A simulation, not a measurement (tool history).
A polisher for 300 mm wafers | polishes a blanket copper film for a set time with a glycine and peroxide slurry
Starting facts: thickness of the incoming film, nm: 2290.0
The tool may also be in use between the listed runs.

run,hour,flow of slurry (ml/min),pressure of the wafer on the pad (kPa),speed of the pad under the wafer (m/s),polishing time (s),film removed (nm)
1,0.0,240,15.9,1.02,64,253.18
2,7.6,240,17.9,1.02,64,283.91
3,12.1,240,17.2,1.02,64,273.29
4,18.4,240,16.5,1.02,64,262.41
5,23.2,265,16.5,1.02,64,266.38
6,29.6,265,15.9,1.02,64,253.24
7,37.9,265,15.9,1.02,64,257.01

What will run 8 give?
8,44.6,255,12.4,1.00,64,?

Run 8 measured film removed (nm) 210.88.
